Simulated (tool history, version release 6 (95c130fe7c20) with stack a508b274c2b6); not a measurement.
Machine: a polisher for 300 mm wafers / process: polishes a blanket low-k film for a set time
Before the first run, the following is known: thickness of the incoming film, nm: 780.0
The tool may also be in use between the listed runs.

run    day  flow of slurry (ml/min)  pressure of the wafer on the pad (psi)  speed of the pad under the wafer (m/s)  abrasive content of the slurry  polishing time (s)  film removed (nm)
  1      0                      255                                     1.5                                    0.88                               1                  77             19.775
  2  0.154                      255                                     1.5                                    0.72                               1                  77             16.567
  3  0.246                      255                                     1.6                                    0.72                               1                  77             18.048
  4  0.483                      255                                     1.6                                     0.6                               1                  77             15.456
  5  0.633                      255                                     1.7                                    0.62                               1                  77             16.772
  6  0.779                      280                                     1.7                                    0.62                               1                  77             16.765
  7  0.892                      280                                     1.8                                    0.64                               1                  77             18.156

For run 8, what comes out?
  8  0.929                      280                                     1.9                                    0.66                               1                  77                  ?

Run 8 yielded film removed (nm) 19.986.
